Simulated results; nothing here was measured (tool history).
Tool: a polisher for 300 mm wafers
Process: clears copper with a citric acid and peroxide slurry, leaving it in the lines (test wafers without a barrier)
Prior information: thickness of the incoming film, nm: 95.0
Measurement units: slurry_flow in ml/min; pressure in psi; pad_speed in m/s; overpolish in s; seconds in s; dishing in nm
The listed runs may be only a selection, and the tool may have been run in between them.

Run 1, hour 0: slurry_flow 240 ml/min, pressure 2 psi, pad_speed 0.9 m/s, slurry_solids 1, overpolish 9 s. Result: seconds 71.036 s, dishing 10.025 nm.
Run 2, hour 3: slurry_flow 235 ml/min, pressure 1.8 psi, pad_speed 0.9 m/s, slurry_solids 1, overpolish 10 s. Result: seconds 78.602 s, dishing 10.307 nm.
Run 3, hour 4.6: slurry_flow 235 ml/min, pressure 1.8 psi, pad_speed 1.06 m/s, slurry_solids 1, overpolish 10 s. Result: seconds 68.195 s, dishing 11.684 nm.
Run 4, hour 13.1: slurry_flow 230 ml/min, pressure 1.6 psi, pad_speed 1.06 m/s, slurry_solids 1, overpolish 11 s. Result: seconds 74.297 s, dishing 11.776 nm.
Run 5, hour 18.3: slurry_flow 195 ml/min, pressure 1.6 psi, pad_speed 1.06 m/s, slurry_solids 1, overpolish 11 s. Result: seconds 75.829 s, dishing 12.039 nm.
Run 6, hour 24.4: slurry_flow 195 ml/min, pressure 1.6 psi, pad_speed 1.16 m/s, slurry_solids 1, overpolish 11 s. Result: seconds 69.965 s, dishing 12.344 nm.
Run 7, hour 25.6: slurry_flow 190 ml/min, pressure 1.4 psi, pad_speed 1.16 m/s, slurry_solids 1, overpolish 11 s. Result: seconds 78.924 s, dishing 11.098 nm.
Run 8, hour 31.6: slurry_flow 185 ml/min, pressure 1.3 psi, pad_speed 1.16 m/s, slurry_solids 1, overpolish 11 s. Result: seconds 82.39 s, dishing 10.571 nm.

Forecast run 9:
At hour 39: head pressure recalibrated.
Run 9, hour 39: slurry_flow 180 ml/min, pressure 1.2 psi, pad_speed 1.16 m/s, slurry_solids 1, overpolish 11 s. Result: seconds ?, dishing ?.

seconds: 93.398 s
dishing: 9.3766 nm
